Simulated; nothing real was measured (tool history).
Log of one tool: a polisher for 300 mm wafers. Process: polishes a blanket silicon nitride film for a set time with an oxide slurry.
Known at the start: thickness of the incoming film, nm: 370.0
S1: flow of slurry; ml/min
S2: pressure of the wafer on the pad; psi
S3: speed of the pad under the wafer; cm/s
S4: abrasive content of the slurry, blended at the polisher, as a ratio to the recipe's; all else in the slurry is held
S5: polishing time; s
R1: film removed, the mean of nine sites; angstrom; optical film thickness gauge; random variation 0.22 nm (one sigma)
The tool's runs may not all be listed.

{"run": 1, "day": 0.0, "S1": 185, "S2": 3.3, "S3": 102, "S4": 1, "S5": 18, "R1": 124.82}
{"run": 2, "day": 0.221, "S1": 160, "S2": 3.3, "S3": 102, "S4": 1, "S5": 18, "R1": 121.26}
{"run": 3, "day": 0.533, "S1": 160, "S2": 3.3, "S3": 102, "S4": 1.2, "S5": 18, "R1": 131.96}
{"run": 4, "day": 0.667, "S1": 115, "S2": 3.3, "S3": 102, "S4": 1.2, "S5": 18, "R1": 124.47}
{"run": 5, "day": 0.929, "S1": 125, "S2": 3.5, "S3": 102, "S4": 1.2, "S5": 18, "R1": 135.39}
{"run": 6, "day": 0.996, "S1": 125, "S2": 3.5, "S3": 102, "S4": 1.2, "S5": 16, "R1": 115.88}
{"run": 7, "day": 1.092, "S1": 135, "S2": 3.7, "S3": 102, "S4": 1.2, "S5": 16, "R1": 129.14}
{"run": 8, "day": 1.362, "S1": 145, "S2": 3.9, "S3": 102, "S4": 1.2, "S5": 16, "R1": 139.06}
{"run": 9, "day": 1.571, "S1": 155, "S2": 4, "S3": 102, "S4": 1.2, "S5": 16, "R1": 141.38}
{"run": 10, "day": 1.758, "S1": 160, "S2": 4.1, "S3": 102, "S4": 1.2, "S5": 16, "R1": 145.02}
{"run": 11, "day": 1.979, "S1": 165, "S2": 4.2, "S3": 102, "S4": 1.2, "S5": 16, "R1": 151.26}
{"run": 12, "day": 2.054, "S1": 170, "S2": 4.3, "S3": 102, "S4": 1.2, "S5": 16, "R1": 154.12}
{"run": 13, "day": 2.2, "S1": 175, "S2": 4.4, "S3": 102, "S4": 1.2, "S5": 16, "R1": 160.21}
{"run": 14, "day": 2.3, "S1": 180, "S2": 4.5, "S3": 102, "S4": 1.2, "S5": 16, "R1": 163.03}
{"run": 15, "day": 2.517, "S1": 185, "S2": 4.6, "S3": 102, "S4": 1.2, "S5": 16, "R1": 167.1}

The next listed run, before its measurement:
{"run": 16, "day": 2.833, "S1": 185, "S2": 4.7, "S3": 102, "S4": 1.2, "S5": 16, "R1": "?"}

Run 16 gave R1 167.09 angstrom.
